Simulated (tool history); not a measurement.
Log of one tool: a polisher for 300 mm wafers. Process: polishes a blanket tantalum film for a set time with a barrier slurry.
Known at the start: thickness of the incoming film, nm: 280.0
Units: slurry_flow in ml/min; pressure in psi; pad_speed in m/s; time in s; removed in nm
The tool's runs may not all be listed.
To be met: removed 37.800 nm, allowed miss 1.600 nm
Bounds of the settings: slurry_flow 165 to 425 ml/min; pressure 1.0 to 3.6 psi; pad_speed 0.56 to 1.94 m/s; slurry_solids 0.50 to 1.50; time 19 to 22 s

run,day,slurry_flow,pressure,pad_speed,slurry_solids,time,removed
1,0.000,275,2.3,1.24,1.00,22,53.260
2,0.317,275,2.3,1.24,1.20,22,54.659
3,0.600,275,2.1,1.24,1.20,22,52.212
4,0.896,275,2.1,1.24,1.20,22,51.327
5,1.171,300,2.1,1.24,1.20,22,51.504
6,1.462,300,2.1,1.50,1.20,22,62.796
7,1.554,300,1.5,1.44,1.20,22,45.258
8,1.879,300,1.4,1.44,1.20,22,42.402
9,2.012,300,1.3,1.44,1.20,22,39.965

5 next moves are on the table. One of them brings every result within its allowed miss. Which?
A,2.146,280,1.1,1.78,1.25,21,?
B,2.146,265,1.5,1.34,1.35,22,?
C,2.146,265,1.2,1.44,1.25,22,?
D,2.146,375,1.4,1.50,1.25,21,?
E,2.146,315,1.7,1.40,1.30,19,?

move,removed
A,41.766
B,42.903
C,37.866
D,43.837
E,43.256
A: further off than the last run
B: further off than the last run
C: meets every target
D: further off than the last run
E: further off than the last run
Move C is the one to make.
